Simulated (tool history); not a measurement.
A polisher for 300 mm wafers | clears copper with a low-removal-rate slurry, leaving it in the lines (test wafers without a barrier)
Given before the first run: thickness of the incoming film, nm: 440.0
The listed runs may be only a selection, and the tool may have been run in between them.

run  hour  flow of slurry (ml/min)  pressure of the wafer on the pad (psi)  speed of the pad under the wafer (m/s)  abrasive content of the slurry  overpolish time after the end point (s)  time until the end point was called (s)  dishing of a wide line in a test structure (nm)
  1     0                      280                                     3.1                                    1.08                               1                                       20                                   104.49                                           61.667
  2   3.9                      210                                     3.1                                    1.08                               1                                       20                                   107.29                                           59.111
  3   7.6                      210                                     2.8                                    1.08                               1                                       18                                   121.33                                           50.752
  4  15.7                      170                                     2.8                                    1.08                               1                                       18                                   122.59                                           47.718
  5  24.5                      170                                     2.8                                    1.36                               1                                       18                                   98.442                                             57.9
  6  29.3                      170                                     2.8                                    1.36                             1.1                                       18                                   94.265                                           58.863
  7  35.9                      175                                     2.5                                     1.3                             1.1                                       16                                   116.27                                           47.421
  8    37                      175                                     2.3                                     1.3                             1.1                                       14                                   119.35                                           38.284

Expected results for the next run?
  9  40.2                      175                                     2.1                                     1.3                             1.1                                       14                                        ?                                                ?

Run 9 gave time until the end point was called (s) 135.51, dishing of a wide line in a test structure (nm) 36.132.

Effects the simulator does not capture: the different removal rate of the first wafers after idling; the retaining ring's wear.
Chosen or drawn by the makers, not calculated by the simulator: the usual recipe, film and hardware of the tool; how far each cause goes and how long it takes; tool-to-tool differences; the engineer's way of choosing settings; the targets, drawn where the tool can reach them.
